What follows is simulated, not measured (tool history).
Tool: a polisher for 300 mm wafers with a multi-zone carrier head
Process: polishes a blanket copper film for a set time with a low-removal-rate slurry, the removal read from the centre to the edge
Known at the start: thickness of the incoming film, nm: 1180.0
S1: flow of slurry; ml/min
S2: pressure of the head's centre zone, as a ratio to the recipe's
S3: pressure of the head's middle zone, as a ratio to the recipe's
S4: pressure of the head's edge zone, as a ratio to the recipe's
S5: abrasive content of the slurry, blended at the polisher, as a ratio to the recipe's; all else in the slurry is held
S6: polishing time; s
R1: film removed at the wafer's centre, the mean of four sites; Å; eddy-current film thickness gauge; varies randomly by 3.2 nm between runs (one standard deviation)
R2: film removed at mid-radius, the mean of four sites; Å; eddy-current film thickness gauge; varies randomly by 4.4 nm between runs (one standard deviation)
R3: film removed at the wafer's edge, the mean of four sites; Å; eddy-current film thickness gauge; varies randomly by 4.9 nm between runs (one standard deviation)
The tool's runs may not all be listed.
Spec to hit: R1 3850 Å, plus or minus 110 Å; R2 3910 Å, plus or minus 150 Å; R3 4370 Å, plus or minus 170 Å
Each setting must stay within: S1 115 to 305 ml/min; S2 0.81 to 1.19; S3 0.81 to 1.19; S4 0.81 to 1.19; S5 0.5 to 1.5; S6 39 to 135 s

run,hour,S1,S2,S3,S4,S5,S6,R1,R2,R3
1,0,195,1,1,1,1,87,3165.1,3295.7,3357.1
2,6,160,1,1,1,1,87,3093.8,3155.3,3365.3
3,11.8,160,1,1.08,1,1,87,3035.7,3395.5,3301.2
4,19.7,160,1,1.08,1.05,1,87,3044.4,3366.3,3355.5
5,21,160,1,1.06,1.08,1.15,90,3264.8,3559.7,3578.3
6,26.2,160,1.08,1.06,1.08,1.15,90,3465.4,3507.9,3670.7
7,29.4,155,1.06,1.05,1.11,1.25,92,3523.6,3645.5,3819.8
8,38.3,155,1.05,1.03,1.13,1.3,94,3637.7,3658.5,3918.1
# hour 47.1: edge zone pressure recalibrated
9,47.1,145,1.03,1.02,1.15,1.35,96,3646,3724.8,3939.1
10,53,160,1.02,1.01,1.16,1.3,98,3689.6,3820.8,4037.6

Of the 5 settings listed for the next run, only one would bring every result within its allowed miss of target. Which one?
A,58.9,130,1.07,1.11,1.16,1.35,99,?,?,?
B,58.9,115,0.9,0.89,1.19,1.15,117,?,?,?
C,58.9,145,1.03,0.99,1.19,1.45,96,?,?,?
D,58.9,190,0.98,0.95,1.17,1.2,106,?,?,?
E,58.9,190,0.96,1.04,1.14,1.35,95,?,?,?

move,R1,R2,R3
A,3791.8,3973.7,3959.8
B,3572.3,3794.2,4549.9
C,3647.4,3637.4,3992.7
D,3833.8,3883.7,4320
E,3445.1,3812,3906.7
A: misses by more than the last run did
B: takes the result that was furthest off past its target
C: misses by more than the last run did
D: hits every target within its allowed miss
E: misses by more than the last run did
So the answer is move D, the one that meets all the targets.
